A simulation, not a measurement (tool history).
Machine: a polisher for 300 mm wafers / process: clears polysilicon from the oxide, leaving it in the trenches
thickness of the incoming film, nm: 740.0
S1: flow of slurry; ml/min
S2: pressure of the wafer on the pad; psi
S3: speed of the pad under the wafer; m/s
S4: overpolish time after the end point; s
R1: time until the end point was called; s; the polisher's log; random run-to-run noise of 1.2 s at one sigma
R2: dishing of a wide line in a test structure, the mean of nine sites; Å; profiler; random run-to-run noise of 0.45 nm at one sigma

| run | day | S1 | S2 | S3 | S4 | R1 | R2 |
|---|---|---|---|---|---|---|---|
| 1 | 0.000 | 215 | 2.3 | 1.04 | 12 | 56.985 | 549.31 |
| 2 | 0.029 | 220 | 2.2 | 1.04 | 10 | 57.640 | 519.68 |
| 3 | 0.367 | 245 | 2.0 | 1.06 | 9 | 60.004 | 496.72 |
| 4 | 0.446 | 245 | 2.0 | 1.06 | 14 | 62.234 | 533.46 |
| 5 | 0.650 | 245 | 2.0 | 1.06 | 11 | 58.954 | 531.29 |
| 6 | 0.962 | 220 | 1.8 | 1.10 | 10 | 62.863 | 497.48 |
| 7 | 1.162 | 200 | 1.6 | 1.12 | 9 | 69.150 | 481.57 |
| 8 | 1.392 | 225 | 1.5 | 1.12 | 8 | 70.617 | 454.94 |

What does the tool deliver on the next run?
| 9 | 1.558 | 245 | 1.4 | 1.14 | 7 | ? | ? |

{"run 9": {"R1": 72.492, "R2": 419.31}}
